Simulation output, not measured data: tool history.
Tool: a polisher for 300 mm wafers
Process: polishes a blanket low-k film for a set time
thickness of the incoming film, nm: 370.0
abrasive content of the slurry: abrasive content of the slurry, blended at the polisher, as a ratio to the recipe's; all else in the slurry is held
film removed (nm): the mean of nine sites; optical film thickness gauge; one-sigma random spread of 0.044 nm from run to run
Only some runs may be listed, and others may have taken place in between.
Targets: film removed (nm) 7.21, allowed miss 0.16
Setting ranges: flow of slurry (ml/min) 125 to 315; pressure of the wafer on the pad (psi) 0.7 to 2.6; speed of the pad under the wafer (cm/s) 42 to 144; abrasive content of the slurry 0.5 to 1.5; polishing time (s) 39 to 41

run    day  flow of slurry (ml/min)  pressure of the wafer on the pad (psi)  speed of the pad under the wafer (cm/s)  abrasive content of the slurry  polishing time (s)  film removed (nm)
  1      0                      205                                     1.6                                       92                               1                  39             9.5466
  2  0.175                      200                                     1.6                                       92                               1                  39             9.5215
  3  0.292                      200                                     1.9                                       92                               1                  39             11.221
  4    0.4                      200                                     1.9                                       92                             0.9                  39             10.974
  5  0.646                      195                                     1.8                                       92                             0.9                  39             10.348
  6  0.779                      195                                     1.8                                       92                             0.8                  39             9.9983
  7  1.108                      195                                     1.7                                       92                             0.8                  39             9.4833
  8  1.225                      185                                     1.4                                       92                             0.8                  39             7.7946
  9  1.517                      180                                     1.4                                       92                             0.8                  39             7.7723
 10  1.617                      175                                     1.4                                       92                             0.8                  39             7.7264
 11  1.804                      175                                     1.4                                       92                             0.8                  39             7.6993
 12  2.142                      170                                     1.4                                       92                             0.8                  39             7.7175

Exercise: of the 5 proposed moves below, exactly one satisfies all targets within the stated allowed misses. Which move is it?
  A  2.479                      195                                     1.2                                      108                            0.65                  41                  ?
  B  2.479                      215                                     1.5                                       86                             0.5                  39                  ?
  C  2.479                      180                                     1.7                                       76                            0.65                  40                  ?
  D  2.479                      180                                     1.3                                      116                            0.75                  39                  ?
  E  2.479                      155                                     1.4                                       94                             0.8                  39                  ?

move  film removed (nm)
   A             7.5685
   B             7.2416
   C             8.0075
   D             8.3844
   E             7.6943
A: better than the last run, though not everything is in spec
B: in spec on every target
C: lands further from the targets than the last run did
D: lands further from the targets than the last run did
E: about the same distance from the targets as the last run
B meets every target.
